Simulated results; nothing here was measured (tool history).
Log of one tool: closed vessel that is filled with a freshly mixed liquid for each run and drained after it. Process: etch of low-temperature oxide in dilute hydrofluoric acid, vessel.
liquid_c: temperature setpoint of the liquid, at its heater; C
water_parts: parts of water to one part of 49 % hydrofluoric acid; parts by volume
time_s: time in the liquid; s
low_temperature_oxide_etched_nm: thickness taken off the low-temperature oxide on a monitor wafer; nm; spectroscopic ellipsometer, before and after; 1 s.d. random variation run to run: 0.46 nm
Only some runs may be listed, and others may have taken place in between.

run	hour	liquid_c	water_parts	time_s	low_temperature_oxide_etched_nm
1	0.0	25.0	60	95	69.570
2	2.2	26.0	60	95	72.848
3	11.3	27.0	60	95	75.078
4	14.5	28.0	55	95	86.647
5	17.4	30.0	55	95	93.577
6	24.1	30.5	55	95	94.701
7	32.9	31.0	55	95	97.112
8	40.8	31.5	55	95	99.294
9	42.4	33.0	40	95	148.610

What will run 10 give?
10	44.3	32.5	40	95	?

{"run 10": {"low_temperature_oxide_etched_nm": 145.34}}

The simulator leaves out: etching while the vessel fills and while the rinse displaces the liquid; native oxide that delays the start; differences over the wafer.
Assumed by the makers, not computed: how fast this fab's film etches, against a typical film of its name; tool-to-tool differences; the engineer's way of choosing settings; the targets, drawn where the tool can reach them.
